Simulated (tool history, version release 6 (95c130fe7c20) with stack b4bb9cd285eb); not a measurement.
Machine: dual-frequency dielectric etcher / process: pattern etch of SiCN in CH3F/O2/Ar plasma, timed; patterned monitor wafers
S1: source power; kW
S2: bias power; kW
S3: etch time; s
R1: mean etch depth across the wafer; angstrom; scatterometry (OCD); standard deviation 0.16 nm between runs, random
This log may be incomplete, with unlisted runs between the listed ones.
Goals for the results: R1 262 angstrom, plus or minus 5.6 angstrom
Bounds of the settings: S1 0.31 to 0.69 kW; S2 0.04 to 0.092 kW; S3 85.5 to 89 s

| run | hour | S1 | S2 | S3 | R1 |
|---|---|---|---|---|---|
| 1 | 0 | 0.5 | 0.066 | 85.5 | 342.87 |
| 2 | 6 | 0.5 | 0.066 | 85.5 | 347.93 |
| 3 | 7 | 0.47 | 0.062 | 85.5 | 328.77 |
| 4 | 14.3 | 0.39 | 0.062 | 85.5 | 292.86 |
| 5 | 16.2 | 0.39 | 0.068 | 85.5 | 302.58 |
| 6 | 19.7 | 0.39 | 0.068 | 89 | 314.55 |
| 7 | 27.1 | 0.38 | 0.066 | 88.5 | 304.18 |
| 8 | 27.7 | 0.31 | 0.053 | 87 | 245.08 |
| 9 | 36.3 | 0.31 | 0.053 | 87 | 245.21 |
| 10 | 44.5 | 0.39 | 0.056 | 87 | 292.12 |
| 11 | 50.1 | 0.38 | 0.056 | 87 | 289.77 |
| 12 | 59.1 | 0.37 | 0.056 | 87 | 281.89 |
| 13 | 65.4 | 0.36 | 0.056 | 87 | 275.9 |

Consider the 4 candidate settings below. Which is the only one whose results all fall within their allowed miss of target?
| A | 71.7 | 0.37 | 0.06 | 89 | ? |
| B | 71.7 | 0.4 | 0.051 | 87 | ? |
| C | 71.7 | 0.34 | 0.052 | 87.5 | ? |
| D | 71.7 | 0.32 | 0.051 | 87.5 | ? |

| move | R1 |
|---|---|
| A | 290.92 |
| B | 285.47 |
| C | 259.81 |
| D | 247.69 |
A: the biggest miss grows against the last run
B: the biggest miss grows against the last run
C: in spec on every target
D: carries the result that was furthest off beyond its target, to the other side
C is the move that brings every result within its allowed miss.

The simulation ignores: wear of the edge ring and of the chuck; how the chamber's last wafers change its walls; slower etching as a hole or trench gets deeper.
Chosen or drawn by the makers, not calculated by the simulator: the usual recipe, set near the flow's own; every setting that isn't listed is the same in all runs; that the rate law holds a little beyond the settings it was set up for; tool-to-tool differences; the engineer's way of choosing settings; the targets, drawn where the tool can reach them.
